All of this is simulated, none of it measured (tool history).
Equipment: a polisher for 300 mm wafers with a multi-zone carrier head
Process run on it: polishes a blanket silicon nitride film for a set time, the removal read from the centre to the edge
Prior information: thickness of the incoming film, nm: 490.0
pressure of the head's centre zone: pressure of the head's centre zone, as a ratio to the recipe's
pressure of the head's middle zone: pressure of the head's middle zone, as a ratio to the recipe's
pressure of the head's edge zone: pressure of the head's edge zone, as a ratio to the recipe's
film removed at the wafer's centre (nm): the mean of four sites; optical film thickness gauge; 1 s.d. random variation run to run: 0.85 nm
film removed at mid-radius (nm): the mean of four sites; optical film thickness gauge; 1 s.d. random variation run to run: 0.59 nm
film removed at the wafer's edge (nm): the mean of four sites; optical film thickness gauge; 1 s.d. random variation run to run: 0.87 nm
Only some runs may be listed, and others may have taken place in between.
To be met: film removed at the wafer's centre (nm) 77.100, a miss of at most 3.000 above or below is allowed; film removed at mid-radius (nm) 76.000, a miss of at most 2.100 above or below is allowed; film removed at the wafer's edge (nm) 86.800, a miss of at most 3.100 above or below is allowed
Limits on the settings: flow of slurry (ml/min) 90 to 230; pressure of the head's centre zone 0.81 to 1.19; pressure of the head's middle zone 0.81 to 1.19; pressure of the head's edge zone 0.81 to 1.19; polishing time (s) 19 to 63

| run | hour | flow of slurry (ml/min) | pressure of the head's centre zone | pressure of the head's middle zone | pressure of the head's edge zone | polishing time (s) | film removed at the wafer's centre (nm) | film removed at mid-radius (nm) | film removed at the wafer's edge (nm) |
|---|---|---|---|---|---|---|---|---|---|
| 1 | 0.0 | 150 | 1.00 | 1.00 | 1.00 | 41 | 103.740 | 103.140 | 104.940 |
| 2 | 4.1 | 145 | 0.99 | 0.98 | 0.99 | 40 | 98.275 | 100.620 | 99.535 |
| 3 | 11.9 | 145 | 1.06 | 0.98 | 0.99 | 40 | 108.220 | 101.180 | 100.010 |
| 4 | 14.4 | 145 | 1.06 | 0.98 | 0.91 | 40 | 109.130 | 99.781 | 98.188 |
| 5 | 16.3 | 145 | 1.06 | 0.94 | 0.91 | 40 | 108.850 | 95.837 | 98.029 |
| 6 | 18.8 | 145 | 1.09 | 0.94 | 0.91 | 40 | 111.020 | 96.265 | 99.786 |
| 7 | 20.5 | 140 | 1.07 | 0.93 | 0.91 | 40 | 109.200 | 95.191 | 98.489 |
| 8 | 24.2 | 135 | 1.05 | 0.92 | 0.91 | 40 | 106.570 | 93.904 | 98.911 |
| 9 | 30.8 | 105 | 0.95 | 0.83 | 0.87 | 34 | 75.279 | 68.467 | 78.996 |
| 10 | 34.9 | 110 | 0.95 | 0.83 | 0.88 | 34 | 76.509 | 69.212 | 78.532 |
| 11 | 38.2 | 110 | 0.95 | 0.83 | 0.90 | 34 | 77.057 | 69.895 | 78.739 |
| 12 | 42.4 | 110 | 0.94 | 0.83 | 0.90 | 35 | 79.169 | 70.175 | 80.882 |
| 13 | 47.0 | 135 | 0.86 | 0.91 | 0.99 | 35 | 74.772 | 80.475 | 88.170 |
| 14 | 50.6 | 135 | 0.86 | 0.90 | 0.99 | 35 | 75.044 | 79.850 | 88.064 |

Which of these 5 next moves meets every target?
| A | 54.2 | 150 | 0.82 | 0.89 | 1.00 | 36 | ? | ? | ? |
| B | 54.2 | 130 | 0.89 | 0.86 | 0.99 | 35 | ? | ? | ? |
| C | 54.2 | 115 | 0.83 | 0.99 | 0.91 | 36 | ? | ? | ? |
| D | 54.2 | 95 | 0.85 | 0.87 | 0.95 | 37 | ? | ? | ? |
| E | 54.2 | 165 | 0.87 | 0.92 | 1.02 | 34 | ? | ? | ? |

| move | film removed at the wafer's centre (nm) | film removed at mid-radius (nm) | film removed at the wafer's edge (nm) |
|---|---|---|---|
| A | 73.979 | 82.722 | 90.972 |
| B | 75.524 | 75.874 | 86.364 |
| C | 70.111 | 85.289 | 84.694 |
| D | 69.407 | 74.661 | 85.227 |
| E | 75.667 | 81.702 | 87.526 |
A: lands further from the targets than the last run did
B: each result inside its tolerance
C: lands further from the targets than the last run did
D: gets the furthest-off result to its target, but another result is out of tolerance
E: lands further from the targets than the last run did
Go with B: it meets all targets.
